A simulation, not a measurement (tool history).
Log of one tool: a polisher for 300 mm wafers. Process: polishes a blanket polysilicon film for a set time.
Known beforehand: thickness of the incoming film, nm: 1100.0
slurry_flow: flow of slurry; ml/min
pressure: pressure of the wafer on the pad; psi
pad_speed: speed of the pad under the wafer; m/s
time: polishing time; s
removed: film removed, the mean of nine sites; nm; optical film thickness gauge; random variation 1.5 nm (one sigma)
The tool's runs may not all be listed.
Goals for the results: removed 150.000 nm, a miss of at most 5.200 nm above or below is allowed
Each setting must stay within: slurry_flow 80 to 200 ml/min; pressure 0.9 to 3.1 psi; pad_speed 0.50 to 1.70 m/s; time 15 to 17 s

run	hour	slurry_flow	pressure	pad_speed	time	removed
1	0.0	130	2.0	1.10	17	104.780
2	1.0	130	2.0	1.10	17	105.120
3	2.5	130	1.7	1.10	17	88.518
4	10.6	140	2.0	1.10	17	106.820
5	18.0	150	2.2	1.10	17	114.530
6	18.5	180	2.2	1.10	17	116.870
# hour 19.5: slurry nozzle cleaned
7	19.5	180	2.4	1.10	17	132.600
8	25.0	180	2.5	1.10	17	139.000
9	27.2	180	2.6	1.10	17	140.170

4 next moves are on the table. One of them brings every result within its allowed miss. Which?
A	29.4	185	2.7	1.18	16	?
B	29.4	200	2.5	1.12	16	?
C	29.4	175	2.7	1.36	15	?
D	29.4	170	2.2	1.36	16	?

move	removed
A	148.030
B	132.840
C	157.600
D	139.900
A: all results in spec
B: further off than the last run
C: pushes the last run's worst result past its target
D: no better and no worse than the last run
Correct choice: A, which meets every target

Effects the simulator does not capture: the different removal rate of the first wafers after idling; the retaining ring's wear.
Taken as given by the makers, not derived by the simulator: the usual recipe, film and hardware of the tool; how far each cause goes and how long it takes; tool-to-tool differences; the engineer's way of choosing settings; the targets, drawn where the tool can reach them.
